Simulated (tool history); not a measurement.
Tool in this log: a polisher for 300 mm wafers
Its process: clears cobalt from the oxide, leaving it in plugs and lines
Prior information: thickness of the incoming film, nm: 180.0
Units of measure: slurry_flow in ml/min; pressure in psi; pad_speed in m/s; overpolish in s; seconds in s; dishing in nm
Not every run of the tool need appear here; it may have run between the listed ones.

run 1 hour=0.0 | slurry_flow=310 pressure=2.2 pad_speed=1.08 overpolish=30 | seconds=30.103 dishing=77.687
run 2 hour=5.0 | slurry_flow=310 pressure=2.2 pad_speed=1.32 overpolish=30 | seconds=24.714 dishing=82.277
run 3 hour=6.2 | slurry_flow=305 pressure=2.1 pad_speed=1.22 overpolish=30 | seconds=27.048 dishing=79.752
run 4 hour=7.1 | slurry_flow=305 pressure=2.1 pad_speed=1.00 overpolish=30 | seconds=34.596 dishing=75.177
run 5 hour=12.4 | slurry_flow=305 pressure=2.1 pad_speed=0.90 overpolish=30 | seconds=37.642 dishing=71.160
run 6 hour=13.0 | slurry_flow=305 pressure=2.0 pad_speed=0.86 overpolish=31 | seconds=40.432 dishing=69.625
run 7 hour=16.5 | slurry_flow=305 pressure=1.9 pad_speed=0.82 overpolish=33 | seconds=43.886 dishing=68.802
run 8 hour=19.2 | slurry_flow=305 pressure=1.9 pad_speed=0.82 overpolish=33 | seconds=45.276 dishing=69.722
run 9 hour=20.0 | slurry_flow=305 pressure=1.8 pad_speed=0.80 overpolish=33 | seconds=47.161 dishing=67.862
run 10 hour=28.0 | slurry_flow=305 pressure=1.7 pad_speed=0.78 overpolish=34 | seconds=51.592 dishing=67.145
run 11 hour=29.0 | slurry_flow=305 pressure=1.6 pad_speed=0.76 overpolish=34 | seconds=55.759 dishing=64.090
run 12 hour=36.0 | slurry_flow=305 pressure=1.5 pad_speed=0.74 overpolish=35 | seconds=58.052 dishing=62.935
run 13 hour=40.2 | slurry_flow=300 pressure=1.0 pad_speed=0.52 overpolish=42 | seconds=113.760 dishing=47.297
run 14 hour=44.9 | slurry_flow=300 pressure=1.1 pad_speed=0.52 overpolish=43 | seconds=108.380 dishing=49.820

Run 15 has not been measured yet. What should we expect?
run 15 hour=48.5 | slurry_flow=300 pressure=1.7 pad_speed=0.54 overpolish=48 | seconds=? dishing=?

seconds: 72.135 s
dishing: 65.283 nm
